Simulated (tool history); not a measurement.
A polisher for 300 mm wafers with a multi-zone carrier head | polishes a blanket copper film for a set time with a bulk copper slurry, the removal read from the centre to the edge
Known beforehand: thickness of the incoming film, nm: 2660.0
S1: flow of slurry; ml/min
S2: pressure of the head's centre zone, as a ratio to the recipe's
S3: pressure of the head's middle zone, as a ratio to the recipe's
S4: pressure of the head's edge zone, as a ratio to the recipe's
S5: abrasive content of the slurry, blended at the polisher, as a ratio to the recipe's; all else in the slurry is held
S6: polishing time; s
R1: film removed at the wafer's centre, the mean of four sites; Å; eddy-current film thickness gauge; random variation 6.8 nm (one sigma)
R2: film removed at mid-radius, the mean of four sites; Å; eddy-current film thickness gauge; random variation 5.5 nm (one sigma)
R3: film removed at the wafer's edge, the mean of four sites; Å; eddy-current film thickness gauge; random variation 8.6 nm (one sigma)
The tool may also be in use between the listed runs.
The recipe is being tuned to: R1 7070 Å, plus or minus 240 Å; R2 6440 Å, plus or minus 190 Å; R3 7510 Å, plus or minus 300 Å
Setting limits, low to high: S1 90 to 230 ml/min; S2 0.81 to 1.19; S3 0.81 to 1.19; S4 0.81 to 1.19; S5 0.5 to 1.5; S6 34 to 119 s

run 1 hour=0 | S1=150 S2=1 S3=1 S4=1 S5=1 S6=76 | R1=5312.7 R2=5272.6 R3=5350.3
run 2 hour=6.2 | S1=150 S2=1.08 S3=1 S4=1 S5=1 S6=76 | R1=5618.3 R2=5385.1 R3=5492.4
run 3 hour=13.9 | S1=155 S2=1.09 S3=0.99 S4=1.04 S5=1.1 S6=77 | R1=5753 R2=5440.4 R3=5826.5
run 4 hour=22.9 | S1=165 S2=1.11 S3=0.99 S4=1.06 S5=1.2 S6=78 | R1=6154 R2=5742.2 R3=5970.2
run 5 hour=28.4 | S1=165 S2=1.11 S3=1.04 S4=1.06 S5=1.2 S6=78 | R1=6171.5 R2=5877.9 R3=5951.5
run 6 hour=32.5 | S1=165 S2=1.11 S3=1.04 S4=1.14 S5=1.2 S6=78 | R1=6089.8 R2=5936.9 R3=6210.5
run 7 hour=38 | S1=165 S2=1.11 S3=1.02 S4=1.15 S5=1.25 S6=80 | R1=6383.4 R2=6014.6 R3=6513.7
run 8 hour=39.9 | S1=170 S2=1.1 S3=1.01 S4=1.16 S5=1.3 S6=81 | R1=6475 R2=6164.6 R3=6534.6
run 9 hour=44.4 | S1=160 S2=1.11 S3=1 S4=1.17 S5=1.3 S6=83 | R1=6597.6 R2=6259.6 R3=6976.8
-- hour=51.2 worn pad replaced by a new one
run 10 hour=51.2 | S1=150 S2=1.15 S3=0.98 S4=1.19 S5=1.45 S6=84 | R1=7856 R2=7109.4 R3=7762.2
run 11 hour=54.3 | S1=150 S2=1.13 S3=0.96 S4=1.19 S5=1.45 S6=84 | R1=7683.4 R2=6962 R3=7876.7
run 12 hour=57.8 | S1=155 S2=1.12 S3=0.95 S4=1.18 S5=1.45 S6=84 | R1=7702 R2=6921.8 R3=7757.5
run 13 hour=60.3 | S1=155 S2=1.12 S3=0.95 S4=1.18 S5=1.45 S6=84 | R1=7546.8 R2=6930.9 R3=8055.9
run 14 hour=64.8 | S1=155 S2=1.12 S3=0.95 S4=1.18 S5=1.45 S6=84 | R1=7800.6 R2=7052.2 R3=7908.3
run 15 hour=72.1 | S1=155 S2=1.12 S3=0.95 S4=1.18 S5=1.4 S6=84 | R1=7648.7 R2=6821.9 R3=7915.1

Pick the move, out of 4, that brings all results within their allowed miss; only one does.
run A hour=79.4 | S1=165 S2=1.03 S3=0.9 S4=1.17 S5=1.3 S6=89 | R1=? R2=? R3=?
run B hour=79.4 | S1=140 S2=1.08 S3=0.96 S4=1.19 S5=1.5 S6=86 | R1=? R2=? R3=?
run C hour=79.4 | S1=140 S2=1.09 S3=0.93 S4=1.19 S5=1.15 S6=85 | R1=? R2=? R3=?
run D hour=79.4 | S1=145 S2=1.05 S3=1 S4=1.18 S5=1.45 S6=82 | R1=? R2=? R3=?

move=A R1=7468.7 R2=7120.5 R3=7921.5
move=B R1=7519.1 R2=7163.9 R3=7842.4
move=C R1=6989.3 R2=6518.5 R3=7244.5
move=D R1=7013.7 R2=6945.6 R3=7416.2
A: lands further from the targets than the last run did
B: lands further from the targets than the last run did
C: hits every target within its allowed miss
D: the worst result of the last run now meets its target, but another is out of spec
So the answer is move C, the one that meets all the targets.
